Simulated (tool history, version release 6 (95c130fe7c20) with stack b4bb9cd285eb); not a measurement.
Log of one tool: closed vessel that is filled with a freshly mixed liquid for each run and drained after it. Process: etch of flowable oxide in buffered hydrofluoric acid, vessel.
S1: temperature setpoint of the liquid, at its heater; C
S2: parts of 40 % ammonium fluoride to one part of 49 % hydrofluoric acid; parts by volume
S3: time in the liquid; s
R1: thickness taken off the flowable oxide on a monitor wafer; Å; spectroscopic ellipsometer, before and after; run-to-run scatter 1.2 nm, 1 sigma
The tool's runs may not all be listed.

| run | day | S1 | S2 | S3 | R1 |
|---|---|---|---|---|---|
| 1 | 0 | 21 | 14.5 | 30 | 534.94 |
| 2 | 0.35 | 23.5 | 14.5 | 30 | 616.85 |
| 3 | 0.712 | 24 | 14 | 30 | 647.71 |
| 4 | 0.979 | 24.5 | 13.5 | 30 | 711.61 |
| 5 | 1.2 | 25 | 13 | 30 | 745.76 |
| 6 | 1.383 | 27 | 13 | 30 | 825.88 |
| 7 | 1.525 | 27 | 12.5 | 30 | 849.94 |
| 8 | 1.754 | 27 | 12 | 30 | 892.18 |
| 9 | 2.092 | 27 | 11.5 | 30 | 936.03 |
| 10 | 2.121 | 27 | 11 | 30 | 956.59 |
| 11 | 2.379 | 27 | 10.5 | 30 | 1025 |

Run 12 has not been measured yet. What should we expect?
| 12 | 2.712 | 29 | 8.5 | 30 | ? |

{"run 12": {"R1": 1350.1}}
